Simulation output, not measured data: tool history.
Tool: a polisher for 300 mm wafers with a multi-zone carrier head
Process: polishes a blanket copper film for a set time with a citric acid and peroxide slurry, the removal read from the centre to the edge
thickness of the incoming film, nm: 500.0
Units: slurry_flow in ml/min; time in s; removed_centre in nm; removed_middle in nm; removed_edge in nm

run,hour,slurry_flow,centre_zone,middle_zone,edge_zone,slurry_solids,time,removed_centre,removed_middle,removed_edge
1,0,215,1,1,1,1,73,79.718,86.193,86.076
2,7.6,200,1.02,0.94,0.99,0.85,63,67.68,67.849,70.868
3,11.9,190,1.03,0.9,1,0.75,57,58.722,56.841,61.69
4,20.6,180,1.05,0.87,1.01,0.7,54,56.531,52.163,59.142
5,22.9,175,1.06,0.85,1,0.65,52,53.53,48.417,54.817
6,30.1,165,1.07,0.84,1.01,0.6,51,51.951,45.295,53.06

The next listed run, before its measurement:
7,32.5,155,1.07,0.83,1,0.55,51,?,?,?

removed_centre: 51.186 nm
removed_middle: 43.439 nm
removed_edge: 51.71 nm
